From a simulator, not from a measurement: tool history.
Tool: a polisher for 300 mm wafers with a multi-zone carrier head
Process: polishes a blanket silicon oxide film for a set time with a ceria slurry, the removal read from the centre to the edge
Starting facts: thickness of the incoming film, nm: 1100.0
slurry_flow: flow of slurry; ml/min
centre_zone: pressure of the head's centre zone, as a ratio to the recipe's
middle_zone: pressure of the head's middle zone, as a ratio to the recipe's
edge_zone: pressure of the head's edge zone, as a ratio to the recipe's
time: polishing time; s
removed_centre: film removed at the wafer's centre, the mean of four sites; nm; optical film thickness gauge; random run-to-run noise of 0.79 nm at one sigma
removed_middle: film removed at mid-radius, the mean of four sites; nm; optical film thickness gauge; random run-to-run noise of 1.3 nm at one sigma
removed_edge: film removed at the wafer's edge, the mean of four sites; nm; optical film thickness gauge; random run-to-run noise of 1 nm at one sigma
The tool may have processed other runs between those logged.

run    day  slurry_flow  centre_zone  middle_zone  edge_zone  time  removed_centre  removed_middle  removed_edge
  1      0          175            1            1          1    40          176.25          180.02        182.16
  2  0.238          170         0.97         0.99       0.97    38          160.68          167.01        170.24
  3  0.333          185         0.97         0.99       0.97    38          163.71          168.64        173.47
  4  0.492          185         0.97         0.99       1.05    38          163.56          168.95        178.44
  5  0.575          175         0.96         0.99       1.01    36          152.13          157.83        165.42
  6  0.629          165         0.95            1       0.98    35          145.66          153.56        158.67

Expected results for the next run?
  7  0.9          160         0.94         1.01       0.95    34               ?               ?             ?

Run 7 produced removed_centre 138.69 nm, removed_middle 150.43 nm, removed_edge 148.19 nm.
